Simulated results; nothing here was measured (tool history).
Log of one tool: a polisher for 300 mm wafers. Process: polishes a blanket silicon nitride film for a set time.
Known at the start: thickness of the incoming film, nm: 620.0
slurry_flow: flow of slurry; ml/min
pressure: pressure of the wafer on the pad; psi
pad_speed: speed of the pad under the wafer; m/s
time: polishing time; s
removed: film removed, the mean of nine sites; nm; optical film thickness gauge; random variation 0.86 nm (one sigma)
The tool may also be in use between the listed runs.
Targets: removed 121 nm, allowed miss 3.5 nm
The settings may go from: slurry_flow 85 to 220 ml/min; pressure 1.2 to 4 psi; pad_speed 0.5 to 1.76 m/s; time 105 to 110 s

run	hour	slurry_flow	pressure	pad_speed	time	removed
1	0	140	2.6	1.12	105	155.15
2	2.4	170	2.6	1.12	105	157.99
3	4.2	170	2.6	1.24	105	176.62
4	7.5	170	2.3	1.24	105	159.63
5	11	170	2.3	1.24	110	170.27
6	18.4	170	2.5	1.24	110	180.04
7	25	165	2.1	1.24	110	157.08
8	28.1	160	1.9	1.24	110	148.12
9	37	155	1.7	1.24	110	138.91
10	46	150	1.6	1.24	110	134.4
11	52.3	150	1.5	1.24	110	130.44
12	59.8	150	1.4	1.24	110	125.5

Which of these 4 next moves meets every target?
A	67.3	125	1.5	1.34	110	?
B	67.3	150	1.8	1.18	105	?
C	67.3	155	1.4	1.3	110	?
D	67.3	135	1.5	1.24	105	?

move	removed
A	132.87
B	130.96
C	130.17
D	121
A: further off than the last run
B: further off than the last run
C: further off than the last run
D: meets every target
Answer: D
